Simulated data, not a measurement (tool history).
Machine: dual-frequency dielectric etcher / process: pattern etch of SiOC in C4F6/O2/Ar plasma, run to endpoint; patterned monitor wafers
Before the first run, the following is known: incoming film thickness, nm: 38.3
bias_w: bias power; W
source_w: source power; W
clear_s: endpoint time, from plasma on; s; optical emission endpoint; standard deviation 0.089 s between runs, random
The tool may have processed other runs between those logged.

run 1 hour=0 | bias_w=560 source_w=290 | clear_s=14.226
run 2 hour=8.7 | bias_w=560 source_w=330 | clear_s=13.737
run 3 hour=12.3 | bias_w=522 source_w=330 | clear_s=14.194
run 4 hour=14.2 | bias_w=484 source_w=330 | clear_s=14.398
-- hour=19.2 bias power generator calibrated
run 5 hour=19.2 | bias_w=446 source_w=320 | clear_s=15.21
run 6 hour=27.6 | bias_w=432 source_w=320 | clear_s=15.059

Forecast run 7:
run 7 hour=28.9 | bias_w=411 source_w=320 | clear_s=?

clear_s: 15.36 s
